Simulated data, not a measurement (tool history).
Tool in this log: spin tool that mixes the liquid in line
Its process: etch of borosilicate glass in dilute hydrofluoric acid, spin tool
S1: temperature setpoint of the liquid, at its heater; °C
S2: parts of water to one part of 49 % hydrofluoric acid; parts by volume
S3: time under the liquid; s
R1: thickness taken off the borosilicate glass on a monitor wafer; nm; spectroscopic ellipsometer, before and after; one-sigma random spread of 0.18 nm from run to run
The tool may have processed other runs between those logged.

{"run": 1, "day": 0.0, "S1": 20, "S2": 45, "S3": 45, "R1": 24.948}
{"run": 2, "day": 0.158, "S1": 19.5, "S2": 45, "S3": 45, "R1": 24.204}
{"run": 3, "day": 0.371, "S1": 17, "S2": 45, "S3": 45, "R1": 21.566}
{"run": 4, "day": 0.438, "S1": 20, "S2": 45, "S3": 45, "R1": 24.816}
{"run": 5, "day": 0.7, "S1": 19.5, "S2": 45, "S3": 45, "R1": 24.166}
{"run": 6, "day": 1.05, "S1": 19.5, "S2": 45, "S3": 50, "R1": 26.446}

Run 7 comes next. What will it give?
{"run": 7, "day": 1.408, "S1": 19.5, "S2": 45, "S3": 50, "R1": "?"}

R1: 26.949 nm
